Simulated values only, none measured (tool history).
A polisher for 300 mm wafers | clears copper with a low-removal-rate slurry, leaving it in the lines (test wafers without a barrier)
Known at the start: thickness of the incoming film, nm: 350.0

| run | hour | flow of slurry (ml/min) | pressure of the wafer on the pad (kPa) | speed of the pad under the wafer (cm/s) | abrasive content of the slurry | overpolish time after the end point (s) | time until the end point was called (s) | dishing of a wide line in a test structure (angstrom) |
|---|---|---|---|---|---|---|---|---|
| 1 | 0 | 250 | 20.7 | 102 | 1 | 23 | 121.8 | 471.99 |
| 2 | 3.3 | 250 | 20.7 | 102 | 1.2 | 23 | 118.76 | 483.12 |
| 3 | 12.3 | 280 | 20.7 | 102 | 1.2 | 23 | 117.46 | 483.82 |
| 4 | 14.7 | 280 | 19.3 | 102 | 1.2 | 20 | 124.09 | 412.19 |
| 5 | 16.8 | 255 | 19.3 | 102 | 1.2 | 20 | 123.42 | 411.87 |
| 6 | 19.3 | 255 | 19.3 | 102 | 1.4 | 20 | 119.59 | 427.21 |
| 7 | 22.2 | 255 | 19.3 | 102 | 1.4 | 20 | 118.94 | 421.86 |
| 8 | 25.8 | 255 | 17.9 | 102 | 1.4 | 18 | 123.84 | 369.66 |

What will run 9 give?
| 9 | 26.4 | 255 | 16.5 | 102 | 1.4 | 17 | ? | ? |

For run 9 the tool returned time until the end point was called (s) 133.12, dishing of a wide line in a test structure (angstrom) 332.85.
